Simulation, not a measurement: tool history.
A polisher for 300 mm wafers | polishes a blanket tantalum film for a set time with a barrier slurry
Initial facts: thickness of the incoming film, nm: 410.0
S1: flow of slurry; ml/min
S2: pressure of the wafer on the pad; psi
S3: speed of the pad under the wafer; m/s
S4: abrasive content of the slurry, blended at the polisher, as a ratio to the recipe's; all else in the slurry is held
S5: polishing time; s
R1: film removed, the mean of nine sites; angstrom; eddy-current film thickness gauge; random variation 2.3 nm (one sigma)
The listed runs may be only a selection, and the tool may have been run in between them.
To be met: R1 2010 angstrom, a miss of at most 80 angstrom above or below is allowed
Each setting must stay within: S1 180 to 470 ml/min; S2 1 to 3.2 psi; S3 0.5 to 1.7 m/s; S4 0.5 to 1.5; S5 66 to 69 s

run 1 day=0 | S1=300 S2=2.1 S3=1.1 S4=1 S5=66 | R1=1536.4
run 2 day=0.338 | S1=300 S2=2.2 S3=1.1 S4=1 S5=66 | R1=1565.8
run 3 day=0.375 | S1=300 S2=2.2 S3=1.1 S4=1 S5=66 | R1=1596.3
run 4 day=0.708 | S1=300 S2=2.3 S3=1.1 S4=1 S5=66 | R1=1644.7
run 5 day=0.771 | S1=300 S2=2.3 S3=1.1 S4=1.2 S5=66 | R1=1746.8
run 6 day=1.025 | S1=300 S2=2.3 S3=1.1 S4=1.35 S5=66 | R1=1819.9
run 7 day=1.15 | S1=300 S2=2.3 S3=1.1 S4=1.35 S5=66 | R1=1813.6
run 8 day=1.342 | S1=300 S2=2.4 S3=1.1 S4=1.35 S5=66 | R1=1869.2

Below are 4 possible settings for the next run. Only one of them brings all results inside the allowed miss of their targets. Which is it?
run A day=1.533 | S1=430 S2=2.3 S3=1.28 S4=1.3 S5=66 | R1=?
run B day=1.533 | S1=315 S2=2.2 S3=1.1 S4=1.35 S5=66 | R1=?
run C day=1.533 | S1=245 S2=2.3 S3=0.96 S4=1.4 S5=68 | R1=?
run D day=1.533 | S1=320 S2=2.3 S3=1.38 S4=1.4 S5=67 | R1=?

move=A R1=2069.7
move=B R1=1754.7
move=C R1=1691.5
move=D R1=2207.7
A: each result inside its tolerance
B: its largest miss is bigger than the last run's
C: its largest miss is bigger than the last run's
D: carries the result that was furthest off beyond its target, to the other side
A is the move that brings every result within its allowed miss.
